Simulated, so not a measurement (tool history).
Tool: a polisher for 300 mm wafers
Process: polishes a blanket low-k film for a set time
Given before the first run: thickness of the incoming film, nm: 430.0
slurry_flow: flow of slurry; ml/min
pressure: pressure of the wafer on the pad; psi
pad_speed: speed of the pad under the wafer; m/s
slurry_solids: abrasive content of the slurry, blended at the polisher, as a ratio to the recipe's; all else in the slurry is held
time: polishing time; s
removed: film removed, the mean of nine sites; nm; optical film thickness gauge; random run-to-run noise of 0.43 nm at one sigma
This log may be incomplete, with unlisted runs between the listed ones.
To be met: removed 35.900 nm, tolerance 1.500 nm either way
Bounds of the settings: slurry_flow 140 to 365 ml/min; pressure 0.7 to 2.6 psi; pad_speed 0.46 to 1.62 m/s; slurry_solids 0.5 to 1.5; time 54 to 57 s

run 1 day=0.000 | slurry_flow=235 pressure=1.6 pad_speed=1.04 slurry_solids=1.0 time=54 | removed=18.580
run 2 day=0.117 | slurry_flow=235 pressure=1.9 pad_speed=1.06 slurry_solids=1.0 time=54 | removed=22.477
run 3 day=0.400 | slurry_flow=235 pressure=1.6 pad_speed=1.06 slurry_solids=1.0 time=54 | removed=19.018
run 4 day=0.708 | slurry_flow=235 pressure=1.6 pad_speed=1.06 slurry_solids=1.0 time=54 | removed=19.019
run 5 day=0.967 | slurry_flow=235 pressure=1.3 pad_speed=1.06 slurry_solids=1.0 time=54 | removed=15.395
run 6 day=1.212 | slurry_flow=235 pressure=1.6 pad_speed=1.06 slurry_solids=1.0 time=54 | removed=18.896
run 7 day=1.362 | slurry_flow=235 pressure=1.9 pad_speed=1.08 slurry_solids=1.0 time=54 | removed=22.192
run 8 day=1.450 | slurry_flow=235 pressure=2.1 pad_speed=1.12 slurry_solids=1.0 time=54 | removed=25.886
run 9 day=1.529 | slurry_flow=235 pressure=2.6 pad_speed=1.16 slurry_solids=1.0 time=54 | removed=31.763

Pick the move, out of 5, that brings all results within their allowed miss; only one does.
run A day=1.608 | slurry_flow=305 pressure=2.6 pad_speed=0.84 slurry_solids=1.0 time=55 | removed=?
run B day=1.608 | slurry_flow=245 pressure=2.6 pad_speed=1.16 slurry_solids=0.9 time=57 | removed=?
run C day=1.608 | slurry_flow=195 pressure=2.5 pad_speed=1.00 slurry_solids=1.4 time=55 | removed=?
run D day=1.608 | slurry_flow=255 pressure=2.6 pad_speed=1.30 slurry_solids=0.8 time=57 | removed=?
run E day=1.608 | slurry_flow=220 pressure=2.6 pad_speed=1.20 slurry_solids=1.1 time=56 | removed=?

move=A removed=27.086
move=B removed=32.027
move=C removed=33.590
move=D removed=31.822
move=E removed=36.249
A: further off than the last run
B: nearer than the last run, and not there yet
C: nearer than the last run, and not there yet
D: just as far off the targets as the last run
E: in spec on every target
The right move is E.

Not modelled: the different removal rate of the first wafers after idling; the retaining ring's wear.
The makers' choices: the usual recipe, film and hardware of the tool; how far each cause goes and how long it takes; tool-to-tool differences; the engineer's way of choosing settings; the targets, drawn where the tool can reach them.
